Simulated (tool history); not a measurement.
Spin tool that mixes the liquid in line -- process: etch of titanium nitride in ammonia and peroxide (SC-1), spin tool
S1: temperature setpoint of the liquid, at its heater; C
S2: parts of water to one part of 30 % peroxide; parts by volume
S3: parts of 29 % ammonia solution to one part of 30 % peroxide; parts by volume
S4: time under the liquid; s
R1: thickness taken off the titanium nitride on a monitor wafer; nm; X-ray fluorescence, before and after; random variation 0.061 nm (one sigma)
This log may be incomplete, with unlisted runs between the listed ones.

{"run": 1, "day": 0.0, "S1": 59.0, "S2": 9, "S3": 0.45, "S4": 270, "R1": 17.219}
{"run": 2, "day": 0.3, "S1": 55.0, "S2": 9, "S3": 0.45, "S4": 270, "R1": 13.296}
{"run": 3, "day": 0.433, "S1": 55.0, "S2": 9, "S3": 0.6, "S4": 270, "R1": 14.162}
{"run": 4, "day": 0.521, "S1": 51.5, "S2": 9, "S3": 0.6, "S4": 270, "R1": 11.29}
{"run": 5, "day": 0.658, "S1": 51.5, "S2": 9, "S3": 0.5, "S4": 270, "R1": 10.621}
{"run": 6, "day": 0.762, "S1": 51.5, "S2": 9, "S3": 0.6, "S4": 270, "R1": 10.986}
{"run": 7, "day": 0.971, "S1": 49.5, "S2": 9, "S3": 0.6, "S4": 270, "R1": 9.5356}
{"run": 8, "day": 1.146, "S1": 48.0, "S2": 9, "S3": 0.6, "S4": 270, "R1": 8.6318}
{"run": 9, "day": 1.233, "S1": 47.0, "S2": 9, "S3": 0.6, "S4": 270, "R1": 7.9974}
{"run": 10, "day": 1.362, "S1": 46.0, "S2": 9, "S3": 0.6, "S4": 270, "R1": 7.5056}
{"run": 11, "day": 1.654, "S1": 45.5, "S2": 9, "S3": 0.6, "S4": 270, "R1": 7.1886}
{"run": 12, "day": 1.821, "S1": 45.0, "S2": 9, "S3": 0.6, "S4": 270, "R1": 7.0737}

Run 13 has not been measured yet. What should we expect?
{"run": 13, "day": 2.158, "S1": 44.5, "S2": 9, "S3": 0.6, "S4": 270, "R1": "?"}

{"run 13": {"R1": 6.7978}}
